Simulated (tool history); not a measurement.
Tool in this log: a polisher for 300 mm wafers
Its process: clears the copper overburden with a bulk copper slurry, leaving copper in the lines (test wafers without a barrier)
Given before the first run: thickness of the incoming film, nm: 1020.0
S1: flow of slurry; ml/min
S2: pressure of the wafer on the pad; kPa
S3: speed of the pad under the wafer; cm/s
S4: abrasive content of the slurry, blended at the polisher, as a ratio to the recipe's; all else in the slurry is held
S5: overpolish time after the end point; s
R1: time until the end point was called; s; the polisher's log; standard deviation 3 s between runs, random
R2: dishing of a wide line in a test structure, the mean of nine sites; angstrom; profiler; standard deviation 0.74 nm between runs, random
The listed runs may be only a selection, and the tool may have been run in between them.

run,hour,S1,S2,S3,S4,S5,R1,R2
1,0,175,20,102,1,18,119.53,827.97
2,6.8,175,17.9,104,1,15,123.41,732.48
3,14.3,175,15.2,104,1,15,145.33,626.23
4,15.9,175,14.5,106,1,13,151.33,544.64
5,23,175,14.5,106,1,18,151.09,667.95
6,25.8,160,14.5,106,1,18,154.96,690.64

For run 7, what comes out?
7,33.5,170,13.8,106,1,16,?,?

R1: 160.39 s
R2: 621.2 angstrom

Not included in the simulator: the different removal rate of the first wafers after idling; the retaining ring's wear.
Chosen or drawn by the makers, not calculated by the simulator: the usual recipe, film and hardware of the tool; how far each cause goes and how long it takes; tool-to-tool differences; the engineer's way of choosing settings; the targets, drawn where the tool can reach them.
